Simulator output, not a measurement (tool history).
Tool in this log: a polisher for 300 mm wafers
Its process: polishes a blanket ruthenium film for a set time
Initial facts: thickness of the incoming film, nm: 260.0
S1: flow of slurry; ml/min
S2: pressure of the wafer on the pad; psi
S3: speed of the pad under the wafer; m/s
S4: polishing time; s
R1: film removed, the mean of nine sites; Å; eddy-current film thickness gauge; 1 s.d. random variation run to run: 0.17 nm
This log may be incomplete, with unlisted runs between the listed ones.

run  hour   S1   S2    S3  S4      R1
  1   0.0  195  2.1  0.86  20  189.08
  2   0.7  195  2.0  0.86  20  181.42
  3   8.5  240  2.0  0.86  20  189.79
  4  16.9  240  2.0  0.86  18  167.47
  5  22.1  260  2.0  0.86  18  165.89
  6  23.3  260  1.9  0.86  18  161.82

Estimate the outcome of run 7 from the log above:
  7  31.4  260  1.9  0.86  18   ?

Logged for run 7: R1 160.33 Å.
